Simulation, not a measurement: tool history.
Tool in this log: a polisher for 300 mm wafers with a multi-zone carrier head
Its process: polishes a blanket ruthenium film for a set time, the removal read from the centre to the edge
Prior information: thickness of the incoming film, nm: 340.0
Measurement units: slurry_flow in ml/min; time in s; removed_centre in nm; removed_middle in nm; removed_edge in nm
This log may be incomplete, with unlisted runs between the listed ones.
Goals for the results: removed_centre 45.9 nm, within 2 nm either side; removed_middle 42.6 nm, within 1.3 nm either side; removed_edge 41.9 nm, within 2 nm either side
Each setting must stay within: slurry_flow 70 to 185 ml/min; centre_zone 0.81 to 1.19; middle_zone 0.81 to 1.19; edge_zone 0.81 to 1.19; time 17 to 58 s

| run | hour | slurry_flow | centre_zone | middle_zone | edge_zone | time | removed_centre | removed_middle | removed_edge |
|---|---|---|---|---|---|---|---|---|---|
| 1 | 0 | 120 | 1 | 1 | 1 | 37 | 30.786 | 30.423 | 31.148 |
| 2 | 5.1 | 120 | 1 | 1 | 0.93 | 37 | 30.686 | 30.798 | 30.193 |
| 3 | 9.1 | 95 | 1 | 1 | 0.93 | 37 | 28.26 | 29.044 | 28.848 |
| 4 | 16.8 | 110 | 1.02 | 1.02 | 0.97 | 39 | 32.133 | 31.71 | 32.316 |
| 5 | 20.6 | 125 | 1.04 | 1.05 | 0.98 | 40 | 35.253 | 34.951 | 33.848 |
| 6 | 21.4 | 125 | 1.04 | 1.05 | 1.02 | 40 | 34.874 | 34.947 | 33.195 |
| 7 | 23.8 | 135 | 1.04 | 1.04 | 1.02 | 42 | 37.897 | 37.574 | 35.823 |
| 8 | 31.5 | 140 | 1.05 | 1.03 | 1.04 | 43 | 39.714 | 38.129 | 37.404 |

Which of these 4 next moves meets every target?
| A | 39.2 | 130 | 1.1 | 0.81 | 1.07 | 47 | ? | ? | ? |
| B | 39.2 | 145 | 1.1 | 1.01 | 1.04 | 46 | ? | ? | ? |
| C | 39.2 | 135 | 1.08 | 1.03 | 0.96 | 49 | ? | ? | ? |
| D | 39.2 | 170 | 0.97 | 1.17 | 0.97 | 39 | ? | ? | ? |

| move | removed_centre | removed_middle | removed_edge |
|---|---|---|---|
| A | 45.303 | 33.612 | 40.935 |
| B | 45.61 | 40.458 | 40.259 |
| C | 46.888 | 43.167 | 41.36 |
| D | 35.276 | 40.105 | 34.048 |
A: further off than the last run
B: an improvement on the last run, though not all results are within tolerance
C: in spec on every target
D: further off than the last run
Move C is the one to make.
